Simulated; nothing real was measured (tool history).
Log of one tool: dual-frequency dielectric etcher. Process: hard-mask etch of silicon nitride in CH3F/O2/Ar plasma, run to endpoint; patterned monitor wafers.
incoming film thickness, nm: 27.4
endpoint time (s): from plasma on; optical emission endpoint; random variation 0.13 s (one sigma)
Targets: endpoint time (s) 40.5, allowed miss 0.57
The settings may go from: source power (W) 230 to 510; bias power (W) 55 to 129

run  hour  source power (W)  bias power (W)  endpoint time (s)
  1     0               370              92             35.235
  2     5               370              79             36.936
  3  13.9               370              85             36.071
  4  16.4               400              85             34.834
  5  18.5               370              84             36.505
     20.2  -- wet clean of the chamber
  6  20.2               350              84             38.252
  7  27.6               340              84             38.739
  8  32.6               330              84             39.062
  9  35.2               320              84             39.892

5 next moves are on the table. One of them brings every result within its allowed miss. Which?
  A  37.8               330              75                  ?
  B  37.8               350              80                  ?
  C  37.8               280             115                  ?
  D  37.8               320              90                  ?
  E  37.8               320              88                  ?

move  endpoint time (s)
   A             40.588
   B             38.918
   C             38.946
   D             39.284
   E             39.517
A: meets every target
B: further off than the last run
C: further off than the last run
D: further off than the last run
E: further off than the last run
Move A is the one to make.
